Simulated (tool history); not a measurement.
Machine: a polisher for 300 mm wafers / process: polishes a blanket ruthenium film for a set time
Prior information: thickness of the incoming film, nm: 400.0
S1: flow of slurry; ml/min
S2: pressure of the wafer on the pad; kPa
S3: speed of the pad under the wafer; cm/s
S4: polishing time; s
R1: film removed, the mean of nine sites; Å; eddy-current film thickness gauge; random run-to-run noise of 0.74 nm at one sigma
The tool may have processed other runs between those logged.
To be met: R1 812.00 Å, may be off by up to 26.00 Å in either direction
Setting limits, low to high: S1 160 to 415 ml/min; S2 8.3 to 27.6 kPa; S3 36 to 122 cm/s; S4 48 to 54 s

run,hour,S1,S2,S3,S4,R1
1,0.0,265,17.9,78,54,643.08
2,8.8,265,19.3,78,54,690.34
3,13.8,265,19.3,78,54,708.04
4,17.2,265,19.3,78,48,618.72
5,21.7,265,20.7,78,48,654.20
6,28.8,265,22.1,78,48,715.09
7,36.9,265,22.8,78,48,736.45
8,41.2,265,23.4,78,48,757.42

Which of these 4 next moves meets every target?
A,45.5,245,24.1,80,50,?
B,45.5,260,26.2,68,48,?
C,45.5,335,21.4,74,53,?
D,45.5,245,20.7,82,51,?

move,R1
A,810.64
B,725.48
C,730.01
D,728.65
A: in spec on every target
B: further off than the last run
C: further off than the last run
D: further off than the last run
A is the move that brings every result within its allowed miss.
